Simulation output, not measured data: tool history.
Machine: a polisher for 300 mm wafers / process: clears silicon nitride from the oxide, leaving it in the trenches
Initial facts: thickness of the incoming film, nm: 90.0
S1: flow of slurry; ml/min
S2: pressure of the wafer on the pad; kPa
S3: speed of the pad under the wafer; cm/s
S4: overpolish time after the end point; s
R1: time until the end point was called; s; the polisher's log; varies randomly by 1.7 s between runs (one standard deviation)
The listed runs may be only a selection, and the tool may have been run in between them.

run 1 hour=0.0 | S1=200 S2=19.3 S3=88 S4=43 | R1=129.33
run 2 hour=2.1 | S1=175 S2=19.3 S3=88 S4=43 | R1=128.73
run 3 hour=5.1 | S1=135 S2=19.3 S3=88 S4=43 | R1=135.54
run 4 hour=13.7 | S1=135 S2=17.9 S3=88 S4=43 | R1=142.32
run 5 hour=16.2 | S1=135 S2=16.5 S3=88 S4=43 | R1=151.79
run 6 hour=21.8 | S1=135 S2=15.2 S3=88 S4=43 | R1=163.48
run 7 hour=23.0 | S1=135 S2=14.5 S3=88 S4=43 | R1=166.75
run 8 hour=27.7 | S1=135 S2=13.8 S3=88 S4=43 | R1=175.11
run 9 hour=31.4 | S1=135 S2=13.1 S3=88 S4=43 | R1=176.12

For run 10, what comes out?
run 10 hour=40.2 | S1=135 S2=12.4 S3=88 S4=43 | R1=?

R1: 182.05 s

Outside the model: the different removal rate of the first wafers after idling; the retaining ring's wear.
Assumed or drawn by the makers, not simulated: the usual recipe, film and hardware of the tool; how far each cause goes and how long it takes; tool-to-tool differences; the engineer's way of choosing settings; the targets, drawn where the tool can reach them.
